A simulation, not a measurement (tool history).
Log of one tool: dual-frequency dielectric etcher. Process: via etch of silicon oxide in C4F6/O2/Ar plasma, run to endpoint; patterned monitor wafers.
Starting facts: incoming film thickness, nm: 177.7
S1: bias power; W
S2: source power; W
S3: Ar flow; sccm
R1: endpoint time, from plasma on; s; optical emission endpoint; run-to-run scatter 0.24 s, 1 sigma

run,hour,S1,S2,S3,R1
1,0,495,250,323,48.907
2,8.3,495,240,323,48.832
3,13,495,240,287,48.537
4,16.1,455,240,287,50.202
5,20.2,416,240,287,51.76
6,21.6,442,240,286,51.06
7,29.4,465,240,285,49.876

What does the tool deliver on the next run?
8,33.2,486,240,284,?

{"run 8": {"R1": 49.27}}
